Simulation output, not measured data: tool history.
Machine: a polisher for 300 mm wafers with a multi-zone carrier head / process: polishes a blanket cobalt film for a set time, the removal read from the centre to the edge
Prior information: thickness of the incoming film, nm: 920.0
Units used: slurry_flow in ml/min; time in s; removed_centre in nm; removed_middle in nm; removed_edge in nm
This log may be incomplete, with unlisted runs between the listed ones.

run 1 hour=0 | slurry_flow=145 centre_zone=1 middle_zone=1 edge_zone=1 time=57 | removed_centre=309.14 removed_middle=304.75 removed_edge=306.3
run 2 hour=8.3 | slurry_flow=110 centre_zone=1 middle_zone=1 edge_zone=1 time=57 | removed_centre=284.83 removed_middle=281.89 removed_edge=295.52
run 3 hour=14.2 | slurry_flow=110 centre_zone=0.97 middle_zone=1 edge_zone=0.97 time=56 | removed_centre=272.14 removed_middle=279.81 removed_edge=280.63
run 4 hour=16.7 | slurry_flow=110 centre_zone=0.93 middle_zone=1 edge_zone=0.97 time=56 | removed_centre=260.91 removed_middle=280.48 removed_edge=283.65
run 5 hour=18.8 | slurry_flow=110 centre_zone=0.93 middle_zone=1 edge_zone=0.97 time=50 | removed_centre=229.19 removed_middle=251.21 removed_edge=253.75
run 6 hour=19.4 | slurry_flow=110 centre_zone=0.93 middle_zone=1 edge_zone=0.96 time=50 | removed_centre=234.7 removed_middle=253.41 removed_edge=254.37

Predict the results of run 7:
run 7 hour=27.1 | slurry_flow=90 centre_zone=0.88 middle_zone=1.02 edge_zone=0.93 time=49 | removed_centre=? removed_middle=? removed_edge=?

{"run 7": {"removed_centre": 205.05, "removed_middle": 237.63, "removed_edge": 234.09}}
